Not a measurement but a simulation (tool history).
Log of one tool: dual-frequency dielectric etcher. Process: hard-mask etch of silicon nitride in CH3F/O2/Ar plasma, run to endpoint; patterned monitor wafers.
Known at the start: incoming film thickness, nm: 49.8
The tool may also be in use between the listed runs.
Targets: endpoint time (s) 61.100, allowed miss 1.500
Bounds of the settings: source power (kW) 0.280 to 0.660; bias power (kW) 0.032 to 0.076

run 1 hour=0.0 | source_power_(kW)=0.470 bias_power_(kW)=0.054 | endpoint_time_(s)=71.691
run 2 hour=5.8 | source_power_(kW)=0.510 bias_power_(kW)=0.055 | endpoint_time_(s)=69.740
run 3 hour=9.5 | source_power_(kW)=0.540 bias_power_(kW)=0.057 | endpoint_time_(s)=66.815
run 4 hour=15.1 | source_power_(kW)=0.560 bias_power_(kW)=0.058 | endpoint_time_(s)=65.678
run 5 hour=20.5 | source_power_(kW)=0.520 bias_power_(kW)=0.058 | endpoint_time_(s)=67.553
run 6 hour=24.8 | source_power_(kW)=0.540 bias_power_(kW)=0.059 | endpoint_time_(s)=65.104
run 7 hour=29.6 | source_power_(kW)=0.550 bias_power_(kW)=0.059 | endpoint_time_(s)=65.347
run 8 hour=36.0 | source_power_(kW)=0.570 bias_power_(kW)=0.060 | endpoint_time_(s)=64.165
run 9 hour=43.5 | source_power_(kW)=0.580 bias_power_(kW)=0.060 | endpoint_time_(s)=64.044

5 next moves are on the table. One of them brings every result within its allowed miss. Which?
run A hour=51.0 | source_power_(kW)=0.580 bias_power_(kW)=0.058 | endpoint_time_(s)=?
run B hour=51.0 | source_power_(kW)=0.620 bias_power_(kW)=0.070 | endpoint_time_(s)=?
run C hour=51.0 | source_power_(kW)=0.640 bias_power_(kW)=0.068 | endpoint_time_(s)=?
run D hour=51.0 | source_power_(kW)=0.660 bias_power_(kW)=0.070 | endpoint_time_(s)=?
run E hour=51.0 | source_power_(kW)=0.660 bias_power_(kW)=0.059 | endpoint_time_(s)=?

move=A endpoint_time_(s)=65.096
move=B endpoint_time_(s)=58.774
move=C endpoint_time_(s)=58.833
move=D endpoint_time_(s)=57.500
move=E endpoint_time_(s)=61.735
A: further off than the last run
B: takes the result that was furthest off past its target
C: takes the result that was furthest off past its target
D: takes the result that was furthest off past its target
E: meets every target
Move E is the one to make.
